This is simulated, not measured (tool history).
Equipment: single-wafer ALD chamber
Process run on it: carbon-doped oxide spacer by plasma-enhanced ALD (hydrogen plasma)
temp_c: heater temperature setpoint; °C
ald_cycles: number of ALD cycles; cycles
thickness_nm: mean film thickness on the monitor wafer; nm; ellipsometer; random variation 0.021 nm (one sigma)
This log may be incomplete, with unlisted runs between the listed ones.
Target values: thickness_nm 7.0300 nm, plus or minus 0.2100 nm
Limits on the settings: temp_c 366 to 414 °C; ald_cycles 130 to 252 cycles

| run | hour | temp_c | ald_cycles | thickness_nm |
|---|---|---|---|---|
| 1 | 0.0 | 390 | 191 | 9.3696 |
| 2 | 7.7 | 380 | 191 | 9.3751 |
| 3 | 16.2 | 380 | 176 | 8.6682 |
| 4 | 21.8 | 380 | 165 | 8.1148 |
| 5 | 29.2 | 388 | 165 | 8.1028 |
| 6 | 32.7 | 388 | 158 | 7.7555 |
| 7 | 42.0 | 388 | 153 | 7.5098 |
| 8 | 44.2 | 388 | 150 | 7.3643 |
| 9 | 52.8 | 388 | 148 | 7.2659 |

Which of these 5 next moves meets every target?
| A | 61.4 | 382 | 142 | ? |
| B | 61.4 | 386 | 130 | ? |
| C | 61.4 | 389 | 155 | ? |
| D | 61.4 | 392 | 130 | ? |
| E | 61.4 | 384 | 161 | ? |

| move | thickness_nm |
|---|---|
| A | 7.0016 |
| B | 6.4099 |
| C | 7.6426 |
| D | 6.4099 |
| E | 7.9384 |
A: hits every target within its allowed miss
B: pushes the last run's worst result past its target
C: its largest miss is bigger than the last run's
D: pushes the last run's worst result past its target
E: its largest miss is bigger than the last run's
The move that meets every target is A.
